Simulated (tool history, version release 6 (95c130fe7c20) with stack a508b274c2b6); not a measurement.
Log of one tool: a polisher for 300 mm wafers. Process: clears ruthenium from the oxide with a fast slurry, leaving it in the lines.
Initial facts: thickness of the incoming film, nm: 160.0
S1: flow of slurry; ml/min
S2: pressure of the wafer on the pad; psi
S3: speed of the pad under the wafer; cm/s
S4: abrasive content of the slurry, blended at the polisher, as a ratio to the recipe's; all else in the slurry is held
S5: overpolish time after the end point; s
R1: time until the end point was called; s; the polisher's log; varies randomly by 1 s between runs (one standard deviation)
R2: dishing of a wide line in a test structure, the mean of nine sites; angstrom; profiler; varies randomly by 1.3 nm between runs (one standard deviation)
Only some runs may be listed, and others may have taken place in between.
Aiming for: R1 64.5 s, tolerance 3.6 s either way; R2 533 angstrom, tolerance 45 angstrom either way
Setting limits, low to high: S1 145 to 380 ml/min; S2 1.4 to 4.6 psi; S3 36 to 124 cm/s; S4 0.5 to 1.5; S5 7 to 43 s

run    day   S1   S2  S3  S4  S5      R1      R2
  1      0  245    3  80   1  22  44.375  519.95
  2  0.375  245    3  98   1  22  36.235  564.06
  3  0.621  275    3  98   1  22  36.459  574.85
  4  0.762  275    3  98   1  13  35.598  396.91
  5  0.812  330    3  98   1  13  35.826  415.66
  6  0.896  330    3  90   1  13  39.002  395.19
  7    1.2  330  2.7  88   1  17  41.095  439.96
  8  1.392  330  2.4  82   1  20  48.227  427.27
  9  1.579  330  2.2  80   1  23  49.987  477.83
 10  1.608  330  1.4  70   1  31  74.945  464.41
 11  1.967  330  1.5  70   1  31  67.748  478.45
 12  2.279  330  1.5  70   1  32  71.673  479.94
 13  2.467  330  1.6  70   1  32  69.406  494.36

Next run, 5 choices. One meets every target within its allowed miss, the rest don't. Which?
  A  2.654  315  1.4  66  0.95  33   ?   ?
  B  2.654  295  2.2  60   1.1  36   ?   ?
  C  2.654  345  1.7  74   1.1  26   ?   ?
  D  2.654  270  1.5  76  0.85  29   ?   ?
  E  2.654  375  1.8  54   1.2  31   ?   ?

move      R1      R2
   A   81.03  444.56
   B  65.438   541.6
   C  61.166  457.96
   D  75.756  425.52
   E  74.159   452.7
A: lands further from the targets than the last run did
B: in spec on every target
C: brings the result that was furthest off to its target, and leaves another outside
D: lands further from the targets than the last run did
E: lands further from the targets than the last run did
B meets every target.
